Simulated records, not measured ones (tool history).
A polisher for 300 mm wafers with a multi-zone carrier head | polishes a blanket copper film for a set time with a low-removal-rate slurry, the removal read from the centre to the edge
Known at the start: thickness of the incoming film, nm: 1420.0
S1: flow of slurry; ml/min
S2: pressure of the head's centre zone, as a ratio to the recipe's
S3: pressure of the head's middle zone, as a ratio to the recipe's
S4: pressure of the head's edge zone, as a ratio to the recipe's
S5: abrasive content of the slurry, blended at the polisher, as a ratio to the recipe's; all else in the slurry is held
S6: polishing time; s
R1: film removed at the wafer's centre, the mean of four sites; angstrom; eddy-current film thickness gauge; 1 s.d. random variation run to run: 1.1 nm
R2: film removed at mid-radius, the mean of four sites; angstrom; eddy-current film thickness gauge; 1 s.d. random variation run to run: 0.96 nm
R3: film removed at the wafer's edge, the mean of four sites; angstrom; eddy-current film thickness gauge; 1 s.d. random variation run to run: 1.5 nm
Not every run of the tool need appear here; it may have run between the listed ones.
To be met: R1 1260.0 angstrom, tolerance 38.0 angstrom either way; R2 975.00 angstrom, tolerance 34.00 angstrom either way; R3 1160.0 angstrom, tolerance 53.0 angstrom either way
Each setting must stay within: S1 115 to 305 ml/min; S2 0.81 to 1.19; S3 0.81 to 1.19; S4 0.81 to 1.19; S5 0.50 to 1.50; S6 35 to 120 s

| run | day | S1 | S2 | S3 | S4 | S5 | S6 | R1 | R2 | R3 |
|---|---|---|---|---|---|---|---|---|---|---|
| 1 | 0.000 | 195 | 1.00 | 1.00 | 1.00 | 1.00 | 77 | 1411.5 | 1411.00 | 1449.8 |
| 2 | 0.083 | 195 | 1.03 | 1.00 | 1.00 | 1.00 | 77 | 1465.8 | 1423.80 | 1487.5 |
| 3 | 0.108 | 195 | 1.03 | 1.05 | 1.00 | 1.00 | 77 | 1460.2 | 1471.10 | 1464.6 |
| 4 | 0.412 | 195 | 0.98 | 1.05 | 1.00 | 1.00 | 77 | 1393.3 | 1478.50 | 1433.0 |
| 5 | 0.662 | 195 | 0.90 | 1.05 | 1.00 | 1.00 | 77 | 1277.1 | 1474.00 | 1461.5 |
| 6 | 0.933 | 185 | 0.97 | 0.97 | 0.98 | 0.85 | 75 | 1298.9 | 1290.30 | 1352.4 |
| 7 | 0.971 | 175 | 1.00 | 0.92 | 0.96 | 0.75 | 74 | 1255.8 | 1158.30 | 1266.0 |
|  | 1.192 | slurry nozzle cleaned |
| 8 | 1.192 | 165 | 1.02 | 0.88 | 0.94 | 0.70 | 74 | 1376.5 | 1175.60 | 1313.2 |
| 9 | 1.517 | 165 | 1.03 | 0.86 | 0.94 | 0.65 | 72 | 1304.5 | 1108.90 | 1228.8 |
| 10 | 1.550 | 150 | 1.05 | 0.84 | 0.96 | 0.60 | 71 | 1238.0 | 1036.50 | 1174.3 |
| 11 | 1.608 | 150 | 1.08 | 0.83 | 0.98 | 0.60 | 70 | 1279.7 | 1005.20 | 1191.6 |

Next run, 5 choices. One meets every target within its allowed miss, the rest don't. Which?
| A | 1.667 | 115 | 1.12 | 0.94 | 0.99 | 0.55 | 73 | ? | ? | ? |
| B | 1.667 | 155 | 1.12 | 0.84 | 1.01 | 0.50 | 69 | ? | ? | ? |
| C | 1.667 | 160 | 1.06 | 0.81 | 1.17 | 0.70 | 70 | ? | ? | ? |
| D | 1.667 | 200 | 1.05 | 0.85 | 0.94 | 0.50 | 74 | ? | ? | ? |
| E | 1.667 | 135 | 1.14 | 0.97 | 0.81 | 0.65 | 68 | ? | ? | ? |

| move | R1 | R2 | R3 |
|---|---|---|---|
| A | 1262.0 | 1077.80 | 1164.6 |
| B | 1257.1 | 970.67 | 1139.4 |
| C | 1298.9 | 1028.70 | 1309.8 |
| D | 1323.8 | 1096.50 | 1229.8 |
| E | 1290.0 | 1105.50 | 1079.4 |
A: misses by more than the last run did
B: each result inside its tolerance
C: misses by more than the last run did
D: misses by more than the last run did
E: misses by more than the last run did
B meets every target.
